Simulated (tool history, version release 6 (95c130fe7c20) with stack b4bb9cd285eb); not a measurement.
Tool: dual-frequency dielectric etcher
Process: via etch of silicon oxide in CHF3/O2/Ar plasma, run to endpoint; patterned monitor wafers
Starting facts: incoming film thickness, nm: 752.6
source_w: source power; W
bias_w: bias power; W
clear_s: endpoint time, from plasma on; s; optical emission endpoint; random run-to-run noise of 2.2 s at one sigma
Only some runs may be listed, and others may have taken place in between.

| run | day | source_w | bias_w | clear_s |
|---|---|---|---|---|
| 1 | 0.000 | 600 | 216 | 375.63 |
| 2 | 0.154 | 600 | 230 | 362.61 |
| 3 | 0.438 | 600 | 209 | 381.19 |
| 4 | 0.804 | 530 | 209 | 409.16 |
| 5 | 0.883 | 600 | 209 | 379.34 |
| 6 | 1.242 | 640 | 211 | 371.47 |

Run 7 has not been measured yet. What should we expect?
| 7 | 1.358 | 680 | 214 | ? |

clear_s: 354.29 s
